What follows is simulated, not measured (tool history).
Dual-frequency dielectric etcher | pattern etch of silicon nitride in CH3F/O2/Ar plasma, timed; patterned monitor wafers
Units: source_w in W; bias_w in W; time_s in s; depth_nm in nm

{"run": 1, "hour": 0.0, "source_w": 510, "bias_w": 72, "time_s": 80, "depth_nm": 57.75}
{"run": 2, "hour": 2.1, "source_w": 480, "bias_w": 72, "time_s": 80, "depth_nm": 56.307}
{"run": 3, "hour": 8.5, "source_w": 460, "bias_w": 72, "time_s": 80, "depth_nm": 55.507}
{"run": 4, "hour": 14.3, "source_w": 460, "bias_w": 63, "time_s": 80, "depth_nm": 54.036}
{"run": 5, "hour": 18.9, "source_w": 450, "bias_w": 63, "time_s": 80, "depth_nm": 53.331}
{"run": 6, "hour": 20.4, "source_w": 380, "bias_w": 63, "time_s": 80, "depth_nm": 50.06}
{"run": 7, "hour": 21.3, "source_w": 390, "bias_w": 63, "time_s": 80, "depth_nm": 50.595}

The next listed run, before its measurement:
{"run": 8, "hour": 28.2, "source_w": 400, "bias_w": 63, "time_s": 80, "depth_nm": "?"}

depth_nm: 51.372 nm
